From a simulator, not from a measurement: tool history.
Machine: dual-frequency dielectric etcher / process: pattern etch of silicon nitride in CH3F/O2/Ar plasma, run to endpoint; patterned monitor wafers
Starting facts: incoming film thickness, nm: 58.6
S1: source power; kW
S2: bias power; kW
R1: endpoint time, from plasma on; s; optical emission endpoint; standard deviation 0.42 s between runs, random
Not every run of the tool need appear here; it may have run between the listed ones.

run	hour	S1	S2	R1
1	0.0	0.450	0.058	75.679
2	8.6	0.460	0.058	75.192
3	13.4	0.460	0.048	82.297
4	20.0	0.480	0.049	79.228
5	23.2	0.540	0.049	74.618
6	23.8	0.550	0.049	74.376

Run 7, settings as shown, results not yet in. Your forecast:
7	27.9	0.560	0.049	?

Run 7 produced R1 73.425 s.

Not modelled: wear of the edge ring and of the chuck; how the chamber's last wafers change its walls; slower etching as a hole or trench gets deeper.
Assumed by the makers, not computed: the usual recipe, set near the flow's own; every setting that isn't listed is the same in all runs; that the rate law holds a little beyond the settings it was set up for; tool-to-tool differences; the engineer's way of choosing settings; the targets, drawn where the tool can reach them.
